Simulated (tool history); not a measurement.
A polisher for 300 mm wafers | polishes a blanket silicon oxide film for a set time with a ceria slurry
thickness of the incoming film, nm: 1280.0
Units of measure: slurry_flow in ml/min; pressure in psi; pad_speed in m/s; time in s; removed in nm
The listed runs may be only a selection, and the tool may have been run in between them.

run,day,slurry_flow,pressure,pad_speed,time,removed
1,0.000,190,2.0,0.88,31,82.141
2,0.283,150,2.0,0.88,31,78.514
3,0.354,150,1.8,0.88,31,74.321
4,0.621,150,1.7,0.88,31,68.894
5,0.967,150,1.7,1.10,31,81.145
6,1.225,150,1.6,1.10,31,78.464

Predict the results of run 7:
7,1.262,150,1.5,1.10,31,?

removed: 73.075 nm
